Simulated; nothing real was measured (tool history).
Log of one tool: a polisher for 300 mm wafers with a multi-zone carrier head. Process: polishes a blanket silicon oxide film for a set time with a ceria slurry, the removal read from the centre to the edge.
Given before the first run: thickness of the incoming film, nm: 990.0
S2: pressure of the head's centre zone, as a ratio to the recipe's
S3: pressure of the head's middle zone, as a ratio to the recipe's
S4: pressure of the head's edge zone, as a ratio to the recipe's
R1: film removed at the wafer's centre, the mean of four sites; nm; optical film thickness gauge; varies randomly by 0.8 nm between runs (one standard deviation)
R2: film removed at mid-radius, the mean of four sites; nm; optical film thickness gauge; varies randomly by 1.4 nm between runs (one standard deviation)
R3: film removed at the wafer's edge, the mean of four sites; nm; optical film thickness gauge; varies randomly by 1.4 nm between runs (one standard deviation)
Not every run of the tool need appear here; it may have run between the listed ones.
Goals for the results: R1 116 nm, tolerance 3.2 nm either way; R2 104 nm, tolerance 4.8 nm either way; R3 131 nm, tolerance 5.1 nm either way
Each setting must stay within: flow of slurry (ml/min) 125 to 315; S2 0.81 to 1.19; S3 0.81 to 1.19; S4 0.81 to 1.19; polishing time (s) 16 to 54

Run 1, hour 0: flow of slurry (ml/min) 205, S2 1, S3 1, S4 1, polishing time (s) 35. Result: R1 99.451 nm, R2 105.74 nm, R3 109.45 nm.
Run 2, hour 0.6: flow of slurry (ml/min) 180, S2 1, S3 1, S4 1, polishing time (s) 35. Result: R1 96.771 nm, R2 105.48 nm, R3 106.29 nm.
Run 3, hour 5: flow of slurry (ml/min) 230, S2 1, S3 1, S4 1, polishing time (s) 35. Result: R1 101.2 nm, R2 106.64 nm, R3 110.64 nm.
Run 4, hour 13.1: flow of slurry (ml/min) 230, S2 1.03, S3 1, S4 1, polishing time (s) 35. Result: R1 103.4 nm, R2 109.72 nm, R3 111.49 nm.
Run 5, hour 17.3: flow of slurry (ml/min) 240, S2 1.04, S3 0.96, S4 1.03, polishing time (s) 35. Result: R1 105.68 nm, R2 107.2 nm, R3 113.01 nm.
Run 6, hour 19.9: flow of slurry (ml/min) 240, S2 1.04, S3 0.89, S4 1.03, polishing time (s) 35. Result: R1 106.06 nm, R2 99.542 nm, R3 111.63 nm.
Run 7, hour 26.9: flow of slurry (ml/min) 250, S2 1.04, S3 0.88, S4 1.06, polishing time (s) 36. Result: R1 107.96 nm, R2 98.384 nm, R3 116.67 nm.
Run 8, hour 30: flow of slurry (ml/min) 255, S2 1.04, S3 0.88, S4 1.08, polishing time (s) 36. Result: R1 109.31 nm, R2 103.16 nm, R3 118 nm.
Run 9, hour 36.8: flow of slurry (ml/min) 255, S2 1.04, S3 0.88, S4 1.08, polishing time (s) 36. Result: R1 109.49 nm, R2 101.4 nm, R3 118.82 nm.
Run 10, hour 42: flow of slurry (ml/min) 260, S2 1.04, S3 0.87, S4 1.1, polishing time (s) 36. Result: R1 109.62 nm, R2 100.57 nm, R3 119.3 nm.
Run 11, hour 51: flow of slurry (ml/min) 265, S2 1.04, S3 0.86, S4 1.12, polishing time (s) 36. Result: R1 110.35 nm, R2 100.04 nm, R3 122.79 nm.
Run 12, hour 56.1: flow of slurry (ml/min) 270, S2 1.04, S3 0.86, S4 1.13, polishing time (s) 36. Result: R1 110.31 nm, R2 101.25 nm, R3 120.14 nm.

Which of these 5 next moves meets every target?
Run A, hour 61.2: flow of slurry (ml/min) 210, S2 0.9, S3 0.82, S4 1.15, polishing time (s) 40. Result: R1 ?, R2 ?, R3 ?.
Run B, hour 61.2: flow of slurry (ml/min) 300, S2 1.12, S3 0.93, S4 1.05, polishing time (s) 35. Result: R1 ?, R2 ?, R3 ?.
Run C, hour 61.2: flow of slurry (ml/min) 290, S2 1.02, S3 0.83, S4 1.13, polishing time (s) 38. Result: R1 ?, R2 ?, R3 ?.
Run D, hour 61.2: flow of slurry (ml/min) 290, S2 1.16, S3 0.98, S4 1.1, polishing time (s) 34. Result: R1 ?, R2 ?, R3 ?.
Run E, hour 61.2: flow of slurry (ml/min) 265, S2 1.15, S3 0.9, S4 1.08, polishing time (s) 35. Result: R1 ?, R2 ?, R3 ?.

move      R1      R2      R3
   A  102.91  104.07  133.68
   B  116.55  105.49   115.3
   C  115.19  103.93  129.73
   D  116.68  106.68  114.27
   E  117.76  101.27   115.8
A: puts the biggest miss on target and leaves a different result outside tolerance
B: moves away from the targets compared with the last run
C: all results land within tolerance of their targets
D: moves away from the targets compared with the last run
E: moves away from the targets compared with the last run
Answer: C
